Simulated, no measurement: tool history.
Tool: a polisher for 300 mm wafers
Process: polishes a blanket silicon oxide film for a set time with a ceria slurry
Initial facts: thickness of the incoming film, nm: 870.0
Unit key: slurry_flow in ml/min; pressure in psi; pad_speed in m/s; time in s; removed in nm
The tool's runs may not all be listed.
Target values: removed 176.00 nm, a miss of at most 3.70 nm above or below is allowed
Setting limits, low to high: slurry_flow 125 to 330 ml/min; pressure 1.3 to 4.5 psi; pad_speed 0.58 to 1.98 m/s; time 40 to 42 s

Run 1, hour 0.0: slurry_flow 210 ml/min, pressure 2.9 psi, pad_speed 1.28 m/s, time 40 s. Result: removed 229.09 nm.
Run 2, hour 3.2: slurry_flow 200 ml/min, pressure 2.7 psi, pad_speed 1.28 m/s, time 40 s. Result: removed 211.28 nm.
Run 3, hour 7.3: slurry_flow 190 ml/min, pressure 2.6 psi, pad_speed 1.28 m/s, time 40 s. Result: removed 200.88 nm.
Run 4, hour 9.9: slurry_flow 190 ml/min, pressure 2.6 psi, pad_speed 1.50 m/s, time 40 s. Result: removed 224.80 nm.
Run 5, hour 14.5: slurry_flow 190 ml/min, pressure 2.6 psi, pad_speed 1.76 m/s, time 40 s. Result: removed 248.25 nm.
Run 6, hour 15.3: slurry_flow 190 ml/min, pressure 2.6 psi, pad_speed 1.76 m/s, time 40 s. Result: removed 249.36 nm.
Run 7, hour 20.3: slurry_flow 175 ml/min, pressure 2.3 psi, pad_speed 1.76 m/s, time 40 s. Result: removed 222.58 nm.
Run 8, hour 24.0: slurry_flow 165 ml/min, pressure 2.1 psi, pad_speed 1.76 m/s, time 40 s. Result: removed 202.12 nm.
Run 9, hour 26.4: slurry_flow 155 ml/min, pressure 2.0 psi, pad_speed 1.76 m/s, time 40 s. Result: removed 190.26 nm.
Run 10, hour 31.4: slurry_flow 145 ml/min, pressure 2.0 psi, pad_speed 1.76 m/s, time 40 s. Result: removed 190.21 nm.

Exercise: of the 5 proposed moves below, exactly one satisfies all targets within the stated allowed misses. Which move is it?
Run A, hour 36.4: slurry_flow 160 ml/min, pressure 1.9 psi, pad_speed 1.96 m/s, time 42 s. Result: removed ?.
Run B, hour 36.4: slurry_flow 140 ml/min, pressure 2.0 psi, pad_speed 1.74 m/s, time 40 s. Result: removed ?.
Run C, hour 36.4: slurry_flow 160 ml/min, pressure 2.1 psi, pad_speed 1.56 m/s, time 42 s. Result: removed ?.
Run D, hour 36.4: slurry_flow 160 ml/min, pressure 1.8 psi, pad_speed 1.76 m/s, time 40 s. Result: removed ?.
Run E, hour 36.4: slurry_flow 140 ml/min, pressure 2.2 psi, pad_speed 1.66 m/s, time 41 s. Result: removed ?.

move  removed
   A   208.53
   B   187.02
   C   194.22
   D   175.07
   E   202.24
A: lands further from the targets than the last run did
B: an improvement on the last run, though not all results are within tolerance
C: lands further from the targets than the last run did
D: hits every target within its allowed miss
E: lands further from the targets than the last run did
D meets every target.
